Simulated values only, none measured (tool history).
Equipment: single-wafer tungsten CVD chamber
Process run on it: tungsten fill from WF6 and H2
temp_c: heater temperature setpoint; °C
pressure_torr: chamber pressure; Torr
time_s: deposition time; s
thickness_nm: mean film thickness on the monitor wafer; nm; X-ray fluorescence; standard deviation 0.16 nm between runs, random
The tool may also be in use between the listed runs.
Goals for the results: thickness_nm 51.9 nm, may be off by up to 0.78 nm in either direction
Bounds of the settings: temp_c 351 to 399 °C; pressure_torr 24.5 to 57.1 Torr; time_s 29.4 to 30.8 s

run	day	temp_c	pressure_torr	time_s	thickness_nm
1	0	375	40.8	30.8	66.347
2	0.158	375	34.9	30.8	61.773
3	0.412	370	34.9	30.8	55.846
4	0.458	370	30.9	30.8	52.875
5	0.638	379	30.9	30.8	62.497
6	0.821	379	34.8	30.8	66.083
7	1.075	378	34.8	30.8	65.001
8	1.262	377	34.8	30.8	63.592
9	1.55	376	34.8	30.8	62.559

5 next moves are on the table. One of them brings every result within its allowed miss. Which?
A	1.838	370	30.6	30.2	?
B	1.838	367	33.5	29.4	?
C	1.838	368	33.8	29.4	?
D	1.838	374	33.6	29.4	?
E	1.838	371	35.8	29.5	?

move	thickness_nm
A	51.757
B	49.709
C	50.869
D	56.677
E	55.461
A: all results land within tolerance of their targets
B: takes the biggest miss from the last run beyond its target
C: takes the biggest miss from the last run beyond its target
D: better than the last run, though not everything is in spec
E: better than the last run, though not everything is in spec
Correct choice: A, which meets every target
